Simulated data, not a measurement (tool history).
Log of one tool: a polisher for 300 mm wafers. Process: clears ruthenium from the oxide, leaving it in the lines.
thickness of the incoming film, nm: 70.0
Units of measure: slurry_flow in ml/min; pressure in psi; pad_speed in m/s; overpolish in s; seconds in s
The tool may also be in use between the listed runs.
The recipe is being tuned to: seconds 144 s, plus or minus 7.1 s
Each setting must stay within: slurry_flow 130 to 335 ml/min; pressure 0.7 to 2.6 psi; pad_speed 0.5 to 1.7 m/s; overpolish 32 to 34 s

run	hour	slurry_flow	pressure	pad_speed	overpolish	seconds
1	0	215	1.6	1.1	32	82.673
2	3.6	215	1.5	1.1	32	88.932
3	5.5	215	1.4	1.1	32	94.953
4	12.9	215	1.3	1.1	32	100.49
5	18.4	215	1.3	1.1	34	102.86
6	20.7	270	1.3	1.1	34	100.98
7	24.1	270	1.3	1.1	34	99.096
8	24.7	270	1.2	1.1	34	105.84
9	33.1	270	1.1	1.1	34	116.67

5 next moves are on the table. One of them brings every result within its allowed miss. Which?
A	41.5	280	1.1	0.96	34	?
B	41.5	235	0.8	1.44	32	?
C	41.5	255	1	0.96	34	?
D	41.5	250	1.1	1.1	34	?
E	41.5	295	1.3	1.16	34	?

move	seconds
A	127.59
B	124.27
C	141.15
D	115.16
E	92.135
A: moves toward the targets from the last run without getting all of them in spec
B: moves toward the targets from the last run without getting all of them in spec
C: every result lands within tolerance
D: its largest miss is bigger than the last run's
E: its largest miss is bigger than the last run's
Move C is the one to make.

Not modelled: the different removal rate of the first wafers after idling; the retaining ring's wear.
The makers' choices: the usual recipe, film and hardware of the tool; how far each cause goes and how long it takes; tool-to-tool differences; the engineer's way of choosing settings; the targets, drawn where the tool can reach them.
